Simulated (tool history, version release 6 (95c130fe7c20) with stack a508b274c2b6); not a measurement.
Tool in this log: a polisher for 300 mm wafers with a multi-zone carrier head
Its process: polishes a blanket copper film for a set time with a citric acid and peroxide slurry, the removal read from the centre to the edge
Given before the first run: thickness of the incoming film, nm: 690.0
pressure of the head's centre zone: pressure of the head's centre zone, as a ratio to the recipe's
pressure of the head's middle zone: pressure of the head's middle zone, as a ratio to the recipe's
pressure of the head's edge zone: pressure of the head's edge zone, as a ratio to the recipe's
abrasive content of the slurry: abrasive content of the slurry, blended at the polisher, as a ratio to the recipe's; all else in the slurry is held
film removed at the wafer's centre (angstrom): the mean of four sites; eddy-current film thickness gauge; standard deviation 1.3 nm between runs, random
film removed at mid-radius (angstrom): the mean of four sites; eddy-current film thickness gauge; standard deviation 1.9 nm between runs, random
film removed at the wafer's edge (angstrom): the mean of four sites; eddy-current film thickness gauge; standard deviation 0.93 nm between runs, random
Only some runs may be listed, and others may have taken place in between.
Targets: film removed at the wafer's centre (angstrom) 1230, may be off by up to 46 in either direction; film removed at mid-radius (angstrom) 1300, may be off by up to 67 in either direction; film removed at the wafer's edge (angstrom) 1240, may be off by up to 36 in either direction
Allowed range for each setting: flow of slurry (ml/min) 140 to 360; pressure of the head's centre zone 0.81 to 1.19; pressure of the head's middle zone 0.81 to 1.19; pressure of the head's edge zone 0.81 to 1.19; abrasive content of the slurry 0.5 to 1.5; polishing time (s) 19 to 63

run  hour  flow of slurry (ml/min)  pressure of the head's centre zone  pressure of the head's middle zone  pressure of the head's edge zone  abrasive content of the slurry  polishing time (s)  film removed at the wafer's centre (angstrom)  film removed at mid-radius (angstrom)  film removed at the wafer's edge (angstrom)
  1     0                      230                                   1                                   1                                 1                               1                  41                                         985.09                                 1046.8                                       1041.4
  2   5.1                      230                                0.92                                   1                                 1                               1                  41                                         911.39                                 1040.6                                       1050.9
  3    11                      235                                0.95                                1.02                              1.02                            1.05                  41                                          956.4                                 1051.4                                       1082.1
  4  17.8                      240                                0.97                                1.04                              1.01                             1.1                  41                                         989.42                                 1076.6                                       1079.9
  5  24.9                      240                                0.97                                1.04                              1.01                            1.05                  41                                         987.03                                 1066.1                                       1069.3
  6  29.6                      240                                0.97                                1.04                              1.01                            1.05                  44                                           1037                                 1165.4                                       1134.5
  7  34.4                      240                                0.97                                1.04                              1.01                            1.05                  44                                         1057.7                                 1148.5                                       1144.8
     42.5  -- edge zone pressure recalibrated
  8  42.5                      245                                0.98                                1.06                              1.01                             1.1                  44                                         1080.6                                 1179.1                                       1129.7
  9    49                      250                                0.98                                1.07                              1.02                            1.15                  44                                         1078.8                                   1206                                       1145.4
 10  54.5                      250                                0.99                                1.07                              1.03                             1.2                  44                                         1101.2                                 1230.8                                       1156.1
 11  61.8                      255                                   1                                1.06                              1.04                             1.2                  44                                         1125.6                                 1226.9                                       1172.3
 12  62.4                      260                                1.01                                1.06                              1.05                             1.2                  44                                         1132.9                                 1204.1                                       1166.4

5 candidate next runs follow, results not yet known. Just one meets every target within its allowed miss. Identify it.
  A    63                      165                                   1                                1.02                              0.86                            1.45                  50                                              ?                                      ?                                            ?
  B    63                      175                                1.03                                1.14                              0.85                             1.2                  49                                              ?                                      ?                                            ?
  C    63                      275                                1.01                                0.89                              1.18                            1.15                  46                                              ?                                      ?                                            ?
  D    63                      310                                0.96                                1.19                              0.83                             1.2                  43                                              ?                                      ?                                            ?
  E    63                      355                                1.02                                0.84                              1.17                            0.85                  48                                              ?                                      ?                                            ?

move  film removed at the wafer's centre (angstrom)  film removed at mid-radius (angstrom)  film removed at the wafer's edge (angstrom)
   A                                         1237.3                                 1303.5                                       1232.4
   B                                           1219                                 1368.3                                       1167.5
   C                                         1172.8                                   1085                                       1286.8
   D                                           1064                                 1321.6                                       1060.6
   E                                         1205.2                                 1050.6                                       1296.3
A: in spec on every target
B: meets the target for the result that was furthest off, but another lies outside its allowed miss
C: lands further from the targets than the last run did
D: lands further from the targets than the last run did
E: meets the target for the result that was furthest off, but another lies outside its allowed miss
So the answer is move A, the one that meets all the targets.

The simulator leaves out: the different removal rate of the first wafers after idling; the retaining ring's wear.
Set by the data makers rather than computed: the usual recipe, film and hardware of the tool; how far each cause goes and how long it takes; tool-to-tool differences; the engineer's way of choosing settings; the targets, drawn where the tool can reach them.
